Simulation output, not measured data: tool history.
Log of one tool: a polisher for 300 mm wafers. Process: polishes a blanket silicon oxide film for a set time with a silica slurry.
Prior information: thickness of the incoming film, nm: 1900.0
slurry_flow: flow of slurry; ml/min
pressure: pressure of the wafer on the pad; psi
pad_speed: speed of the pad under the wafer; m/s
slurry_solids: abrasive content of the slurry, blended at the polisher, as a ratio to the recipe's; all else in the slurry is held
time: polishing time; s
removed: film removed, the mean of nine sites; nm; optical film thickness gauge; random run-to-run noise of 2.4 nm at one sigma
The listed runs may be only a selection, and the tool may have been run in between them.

run  hour  slurry_flow  pressure  pad_speed  slurry_solids  time  removed
  1     0          170       4.7        1.3              1    57   221.52
  2   6.4          170       4.7        1.3              1    51   203.97
  3   9.2          195       4.7        1.3              1    51   201.52
  4  12.9          195       4.4       1.28              1    51   195.05
  5  21.1          195       4.1       1.26              1    51   179.46
  6  30.1          195       4.1       1.26              1    51   181.69

The next listed run, before its measurement:
  7  31.6          195       3.9       1.26              1    51        ?

Logged for run 7: removed 180.39 nm.
